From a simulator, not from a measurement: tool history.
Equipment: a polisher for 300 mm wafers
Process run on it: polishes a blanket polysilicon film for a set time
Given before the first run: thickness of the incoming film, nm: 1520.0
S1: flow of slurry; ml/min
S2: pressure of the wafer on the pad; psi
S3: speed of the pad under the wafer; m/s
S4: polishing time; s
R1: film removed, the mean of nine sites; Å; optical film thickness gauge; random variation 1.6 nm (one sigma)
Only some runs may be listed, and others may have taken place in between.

Run 1, day 0.000: S1 125 ml/min, S2 1.9 psi, S3 1.26 m/s, S4 32 s. Result: R1 2296.0 Å.
Run 2, day 0.117: S1 125 ml/min, S2 1.9 psi, S3 1.48 m/s, S4 32 s. Result: R1 2719.8 Å.
Run 3, day 0.400: S1 120 ml/min, S2 1.7 psi, S3 1.42 m/s, S4 32 s. Result: R1 2416.1 Å.
Run 4, day 0.658: S1 120 ml/min, S2 1.7 psi, S3 1.18 m/s, S4 32 s. Result: R1 2086.8 Å.
Run 5, day 0.946: S1 120 ml/min, S2 1.5 psi, S3 1.10 m/s, S4 32 s. Result: R1 1832.3 Å.
Run 6, day 1.067: S1 120 ml/min, S2 1.7 psi, S3 1.10 m/s, S4 32 s. Result: R1 1964.2 Å.

Expected results for the next run?
Run 7, day 1.338: S1 120 ml/min, S2 1.5 psi, S3 1.04 m/s, S4 32 s. Result: R1 ?.

{"run 7": {"R1": 1759.1}}
